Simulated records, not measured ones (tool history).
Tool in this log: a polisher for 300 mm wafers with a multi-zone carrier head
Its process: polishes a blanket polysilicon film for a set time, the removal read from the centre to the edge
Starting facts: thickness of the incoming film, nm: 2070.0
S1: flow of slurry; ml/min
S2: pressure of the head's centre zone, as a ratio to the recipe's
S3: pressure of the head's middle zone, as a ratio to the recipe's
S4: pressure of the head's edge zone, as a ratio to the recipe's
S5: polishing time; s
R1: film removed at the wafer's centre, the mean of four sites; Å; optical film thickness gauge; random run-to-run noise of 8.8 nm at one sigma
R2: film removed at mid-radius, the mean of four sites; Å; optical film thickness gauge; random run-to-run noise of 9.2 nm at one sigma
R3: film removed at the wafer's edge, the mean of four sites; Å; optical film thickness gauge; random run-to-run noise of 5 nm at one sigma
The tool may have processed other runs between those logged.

run  hour   S1    S2    S3    S4  S5      R1      R2      R3
  1     0  265     1     1     1  80  5912.3  5847.6  5877.2
  2   7.8  225     1     1     1  80  5853.7  5794.6  5804.5
  3  14.2  225     1     1  0.97  80  5766.7  5806.4  5704.3
  4  16.9  240  1.03  1.02  1.04  85  6482.5  6293.6  6216.8
  5  21.7  260  1.04  1.01  1.08  90    6909  6629.7  6900.9
  6  28.2  205  1.04  1.01  1.08  90  6871.5  6566.4  6659.1
  7  37.2  205  1.04  1.01  1.08  90  6654.3  6262.4  6710.6
  8  40.8  250  1.07  1.01  1.11  92  7256.6  6693.1  7024.7
  9  41.8  275  1.09  1.02  1.14  94  7513.9  6988.4  7351.3

The next listed run, before its measurement:
 10  43.8  290  1.11  1.02  1.16  95   ?   ?   ?

{"run 10": {"R1": 7824.6, "R2": 7119.1, "R3": 7578.7}}
